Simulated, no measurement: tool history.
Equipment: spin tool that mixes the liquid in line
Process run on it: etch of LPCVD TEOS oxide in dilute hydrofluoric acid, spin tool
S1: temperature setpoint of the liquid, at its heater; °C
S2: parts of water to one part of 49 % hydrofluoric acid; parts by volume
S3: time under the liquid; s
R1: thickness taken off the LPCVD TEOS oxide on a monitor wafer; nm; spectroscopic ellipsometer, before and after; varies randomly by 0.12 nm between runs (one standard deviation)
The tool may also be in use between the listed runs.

Run 1, hour 0.0: S1 25.0 °C, S2 80 parts by volume, S3 25 s. Result: R1 7.5503 nm.
Run 2, hour 2.1: S1 25.0 °C, S2 95 parts by volume, S3 25 s. Result: R1 6.3327 nm.
Run 3, hour 9.7: S1 26.5 °C, S2 85 parts by volume, S3 25 s. Result: R1 7.5481 nm.
Run 4, hour 12.4: S1 26.5 °C, S2 85 parts by volume, S3 20 s. Result: R1 5.9828 nm.
Run 5, hour 13.3: S1 23.0 °C, S2 85 parts by volume, S3 20 s. Result: R1 5.2726 nm.
Run 6, hour 20.2: S1 23.0 °C, S2 65 parts by volume, S3 20 s. Result: R1 7.0848 nm.
Run 7, hour 27.6: S1 25.0 °C, S2 60 parts by volume, S3 20 s. Result: R1 8.4084 nm.
Run 8, hour 31.2: S1 26.5 °C, S2 55 parts by volume, S3 20 s. Result: R1 9.6132 nm.

Run 9 has not been measured yet. What should we expect?
Run 9, hour 31.8: S1 27.5 °C, S2 50 parts by volume, S3 20 s. Result: R1 ?.

{"run 9": {"R1": 11.337}}
